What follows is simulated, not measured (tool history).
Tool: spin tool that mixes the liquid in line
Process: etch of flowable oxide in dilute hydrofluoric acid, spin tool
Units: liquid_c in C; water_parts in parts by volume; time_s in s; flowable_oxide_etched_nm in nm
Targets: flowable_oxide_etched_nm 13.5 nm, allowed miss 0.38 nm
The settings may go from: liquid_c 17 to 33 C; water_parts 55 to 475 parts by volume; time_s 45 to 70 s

Run 1, day 0: liquid_c 25 C, water_parts 265 parts by volume, time_s 70 s. Result: flowable_oxide_etched_nm 5.3782 nm.
Run 2, day 0.212: liquid_c 25 C, water_parts 215 parts by volume, time_s 70 s. Result: flowable_oxide_etched_nm 6.9283 nm.
Run 3, day 0.483: liquid_c 25 C, water_parts 215 parts by volume, time_s 70 s. Result: flowable_oxide_etched_nm 6.9421 nm.
Run 4, day 0.704: liquid_c 26 C, water_parts 205 parts by volume, time_s 70 s. Result: flowable_oxide_etched_nm 7.5446 nm.
Run 5, day 0.758: liquid_c 26 C, water_parts 205 parts by volume, time_s 70 s. Result: flowable_oxide_etched_nm 7.638 nm.
Run 6, day 0.9: liquid_c 26 C, water_parts 145 parts by volume, time_s 70 s. Result: flowable_oxide_etched_nm 11.253 nm.
Run 7, day 1.058: liquid_c 26.5 C, water_parts 145 parts by volume, time_s 70 s. Result: flowable_oxide_etched_nm 11.522 nm.
Run 8, day 1.225: liquid_c 27 C, water_parts 145 parts by volume, time_s 70 s. Result: flowable_oxide_etched_nm 11.967 nm.
Run 9, day 1.475: liquid_c 27.5 C, water_parts 145 parts by volume, time_s 70 s. Result: flowable_oxide_etched_nm 12.176 nm.
Run 10, day 1.575: liquid_c 28 C, water_parts 145 parts by volume, time_s 70 s. Result: flowable_oxide_etched_nm 12.301 nm.
Run 11, day 1.858: liquid_c 28.5 C, water_parts 145 parts by volume, time_s 70 s. Result: flowable_oxide_etched_nm 12.498 nm.

Which of these 4 next moves meets every target?
Run A, day 2.142: liquid_c 31.5 C, water_parts 150 parts by volume, time_s 70 s. Result: flowable_oxide_etched_nm ?.
Run B, day 2.142: liquid_c 30.5 C, water_parts 150 parts by volume, time_s 65 s. Result: flowable_oxide_etched_nm ?.
Run C, day 2.142: liquid_c 28 C, water_parts 100 parts by volume, time_s 45 s. Result: flowable_oxide_etched_nm ?.
Run D, day 2.142: liquid_c 30.5 C, water_parts 155 parts by volume, time_s 70 s. Result: flowable_oxide_etched_nm ?.

move  flowable_oxide_etched_nm
   A                    13.402
   B                    12.002
   C                    12.097
   D                    12.429
A: meets every target
B: further off than the last run
C: further off than the last run
D: further off than the last run
Answer: A
